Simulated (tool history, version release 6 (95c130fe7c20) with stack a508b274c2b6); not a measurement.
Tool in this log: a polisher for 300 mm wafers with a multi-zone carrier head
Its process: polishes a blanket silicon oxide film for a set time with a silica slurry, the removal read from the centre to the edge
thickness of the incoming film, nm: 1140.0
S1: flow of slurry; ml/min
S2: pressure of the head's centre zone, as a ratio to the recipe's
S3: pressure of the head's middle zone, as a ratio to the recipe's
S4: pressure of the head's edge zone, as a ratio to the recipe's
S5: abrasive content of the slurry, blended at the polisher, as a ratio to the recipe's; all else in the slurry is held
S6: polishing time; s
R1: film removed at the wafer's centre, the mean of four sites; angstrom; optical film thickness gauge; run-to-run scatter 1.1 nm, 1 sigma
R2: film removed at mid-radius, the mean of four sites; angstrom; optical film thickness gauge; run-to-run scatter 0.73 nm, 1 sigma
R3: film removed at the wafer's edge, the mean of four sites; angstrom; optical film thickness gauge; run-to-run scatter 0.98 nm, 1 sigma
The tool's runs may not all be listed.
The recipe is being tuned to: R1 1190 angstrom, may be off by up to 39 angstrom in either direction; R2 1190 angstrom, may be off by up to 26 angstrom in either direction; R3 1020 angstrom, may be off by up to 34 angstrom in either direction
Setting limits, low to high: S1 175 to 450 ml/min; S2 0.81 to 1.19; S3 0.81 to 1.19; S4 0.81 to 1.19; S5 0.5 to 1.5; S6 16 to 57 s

run	hour	S1	S2	S3	S4	S5	S6	R1	R2	R3
1	0	290	1	1	1	1	36	1381.9	1385.6	1342.4
2	7.5	290	1	1	1	1.1	36	1428.2	1463.5	1398.2
3	9.8	290	0.93	1	1	1.1	36	1326.6	1451.9	1390.9
4	14.8	300	0.95	1.01	0.95	1	36	1302.5	1383.6	1309.9
5	23.5	295	0.97	1.04	0.91	0.9	36	1245.4	1336.2	1204
6	31.7	335	0.97	1.04	0.91	0.9	36	1286.3	1364.3	1228.8
7	35.4	315	0.99	1.04	0.88	0.85	36	1227.1	1303.4	1158.2
8	44.4	295	1.02	1.04	0.86	0.85	36	1258.3	1296.5	1123.9
9	52.6	275	1.03	1.03	0.85	0.85	36	1299	1277.2	1118.6
10	60.8	265	1.03	1.03	0.84	0.8	36	1235.5	1224.7	1074.4
11	68.8	265	1.03	1.03	0.84	0.8	36	1204.4	1210.8	1073.7
12	71.3	260	1.04	1.04	0.83	0.8	36	1220.6	1221.9	1053.6
13	77.9	250	1.04	1.04	0.82	0.8	36	1222.4	1226.8	1051.9
14	86.2	240	1.04	1.04	0.82	0.8	36	1208	1215.4	1050.4
15	93.9	240	1.04	1.04	0.82	0.8	36	1211.9	1217.2	1055.8

Which of these 4 next moves meets every target?
A	101.6	370	1	1.02	0.85	0.8	35	?	?	?
B	101.6	230	0.97	0.96	0.84	0.95	34	?	?	?
C	101.6	265	1.08	1.11	0.81	0.65	40	?	?	?
D	101.6	230	1.06	1.05	0.82	1	31	?	?	?

move	R1	R2	R3
A	1206.5	1221.4	1063.7
B	1190.7	1191.6	1096.6
C	1244.2	1250.4	1002.9
D	1221.5	1199	1016.2
A: further off than the last run
B: further off than the last run
C: gets the furthest-off result to its target, but another result is out of tolerance
D: every result lands within tolerance
So the answer is move D, the one that meets all the targets.

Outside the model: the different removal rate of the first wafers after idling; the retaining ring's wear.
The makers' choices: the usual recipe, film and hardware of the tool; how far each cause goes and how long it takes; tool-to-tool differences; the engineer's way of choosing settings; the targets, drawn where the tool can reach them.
